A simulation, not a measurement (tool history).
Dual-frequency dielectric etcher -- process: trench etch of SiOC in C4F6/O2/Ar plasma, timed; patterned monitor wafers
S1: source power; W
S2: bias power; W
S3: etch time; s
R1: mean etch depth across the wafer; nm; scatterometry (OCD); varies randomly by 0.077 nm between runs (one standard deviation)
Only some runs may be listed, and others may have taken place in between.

run 1 hour=0 | S1=380 S2=186 S3=15.5 | R1=30.511
run 2 hour=5.8 | S1=380 S2=186 S3=15.5 | R1=30.43
run 3 hour=11.9 | S1=380 S2=154 S3=15.5 | R1=28.605
run 4 hour=18.9 | S1=420 S2=168 S3=15.5 | R1=30.96
run 5 hour=19.8 | S1=420 S2=168 S3=16 | R1=31.893
run 6 hour=26.5 | S1=390 S2=168 S3=16 | R1=30.75
run 7 hour=35 | S1=430 S2=171 S3=16 | R1=32.544

For run 8, what comes out?
run 8 hour=40.3 | S1=460 S2=173 S3=16 | R1=?

{"run 8": {"R1": 33.654}}
